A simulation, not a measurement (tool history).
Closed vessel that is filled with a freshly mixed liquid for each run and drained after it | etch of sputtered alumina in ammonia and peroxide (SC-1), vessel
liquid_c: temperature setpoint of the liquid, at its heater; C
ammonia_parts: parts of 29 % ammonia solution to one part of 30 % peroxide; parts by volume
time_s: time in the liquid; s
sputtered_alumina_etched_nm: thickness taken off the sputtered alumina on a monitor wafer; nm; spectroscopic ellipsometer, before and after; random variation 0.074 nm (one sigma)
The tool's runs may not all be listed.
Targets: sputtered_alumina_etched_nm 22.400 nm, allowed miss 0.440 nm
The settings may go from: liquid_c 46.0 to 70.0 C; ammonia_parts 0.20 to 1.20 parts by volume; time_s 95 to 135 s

run,hour,liquid_c,ammonia_parts,time_s,sputtered_alumina_etched_nm
1,0.0,62.0,0.90,135,16.303
2,8.0,57.5,0.90,135,13.062
3,13.8,60.5,0.90,135,15.295
4,18.8,62.5,0.90,135,16.789
5,26.4,57.0,0.90,135,12.696
6,33.5,60.0,0.90,135,14.701
7,39.8,62.5,0.90,135,16.838
8,42.0,64.0,0.90,135,18.192
9,45.1,65.0,0.90,135,19.053
10,48.1,66.0,0.90,135,20.025
11,50.4,66.5,0.90,135,20.524
12,59.0,67.0,0.90,135,20.999
13,63.6,67.5,0.90,135,21.543

Which of these 5 next moves meets every target?
A,68.2,69.0,0.85,135,?
B,68.2,69.5,0.65,135,?
C,68.2,70.0,0.35,135,?
D,68.2,66.5,0.85,135,?
E,68.2,66.5,0.95,135,?

move,sputtered_alumina_etched_nm
A,22.940
B,22.913
C,22.140
D,20.309
E,20.524
A: takes the result that was furthest off past its target
B: takes the result that was furthest off past its target
C: meets every target
D: further off than the last run
E: further off than the last run
Answer: C
